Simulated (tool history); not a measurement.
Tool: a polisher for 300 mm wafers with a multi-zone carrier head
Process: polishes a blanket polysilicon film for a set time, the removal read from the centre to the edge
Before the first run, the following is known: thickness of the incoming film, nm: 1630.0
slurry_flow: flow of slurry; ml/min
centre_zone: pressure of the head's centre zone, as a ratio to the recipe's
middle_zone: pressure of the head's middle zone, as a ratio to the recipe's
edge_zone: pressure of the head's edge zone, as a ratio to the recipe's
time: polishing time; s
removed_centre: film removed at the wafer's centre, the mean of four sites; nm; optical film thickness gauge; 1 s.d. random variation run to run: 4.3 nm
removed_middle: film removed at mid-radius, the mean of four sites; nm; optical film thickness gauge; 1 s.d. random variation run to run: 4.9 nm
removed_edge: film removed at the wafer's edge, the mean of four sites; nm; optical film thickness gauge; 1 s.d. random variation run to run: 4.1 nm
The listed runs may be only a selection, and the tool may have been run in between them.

run	day	slurry_flow	centre_zone	middle_zone	edge_zone	time	removed_centre	removed_middle	removed_edge
1	0	145	1	1	1	34	347.43	343.96	365.71
2	0.229	130	1	1	1	34	341.69	340.94	355.09
3	0.479	150	1.06	1.05	1.03	35	384.42	376.75	385.61
4	0.571	150	1.06	1.05	1.03	27	296.31	290.51	295.02
5	0.771	150	1.06	1.05	0.95	27	296.6	289.56	286.18
6	0.929	150	1.06	1.05	0.95	21	228.94	218.66	218.7
7	1.229	170	1.1	1.07	1.01	26	302.82	281.74	290.51

Estimate the outcome of run 8 from the log above:
8	1.275	180	1.13	1.1	1.02	30	?	?	?

removed_centre: 359.41 nm
removed_middle: 337.84 nm
removed_edge: 333.54 nm
